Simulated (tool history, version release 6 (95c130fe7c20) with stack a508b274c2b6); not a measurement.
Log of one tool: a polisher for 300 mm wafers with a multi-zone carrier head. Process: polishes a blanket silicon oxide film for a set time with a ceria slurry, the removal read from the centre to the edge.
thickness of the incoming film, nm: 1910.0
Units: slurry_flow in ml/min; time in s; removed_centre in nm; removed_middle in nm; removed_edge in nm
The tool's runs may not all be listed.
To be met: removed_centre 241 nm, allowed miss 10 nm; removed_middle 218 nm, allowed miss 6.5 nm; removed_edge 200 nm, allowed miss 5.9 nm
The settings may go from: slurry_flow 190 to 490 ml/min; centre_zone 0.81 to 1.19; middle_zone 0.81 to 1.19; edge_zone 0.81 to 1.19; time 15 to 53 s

run    day  slurry_flow  centre_zone  middle_zone  edge_zone  time  removed_centre  removed_middle  removed_edge
  1      0          315            1            1          1    34          147.84          147.75        144.97
  2  0.171          330         1.05         1.03       1.02    37          168.14          166.16        157.88
  3  0.483          410         1.05         1.03       1.02    37          172.35          168.88        159.05
  4  0.738          410         1.09         1.03       1.02    37          179.87          170.58        159.36
  5  0.829          410         1.09         1.08       1.02    37          178.09          174.44        160.74
  6  1.162          415         1.12         1.08       1.03    39          194.82          186.91         170.3
  7  1.371          415         1.14         1.08       1.04    40          209.62          190.96        174.08
  8  1.533          415         1.14         1.09       1.06    41          211.13          199.02        181.63
  9  1.796          415         1.15         1.09       1.07    42          221.54           200.6        183.98
 10  1.933          415         1.15          1.1       1.08    43          225.47          207.78        192.24
 11  2.183          415         1.16         1.11       1.09    43          223.97          210.28        192.35
 12  2.325          415         1.16         1.11       1.09    43          222.62          206.96        190.87

Which of these 5 next moves meets every target?
  A  2.467          415         1.17         1.09       1.06    45               ?               ?             ?
  B  2.467          440         1.12         1.03       1.19    43               ?               ?             ?
  C  2.467          420         1.03         1.15       1.16    41               ?               ?             ?
  D  2.467          375         1.01         0.96       1.19    45               ?               ?             ?
  E  2.467          440         1.09         1.18       1.08    42               ?               ?             ?

move  removed_centre  removed_middle  removed_edge
   A          239.26          216.05        201.88
   B           219.7          197.57        205.45
   C             192          206.42         192.5
   D          204.34          192.61         213.2
   E          209.03          216.88        190.57
A: meets every target
B: further off than the last run
C: further off than the last run
D: further off than the last run
E: further off than the last run
Answer: A
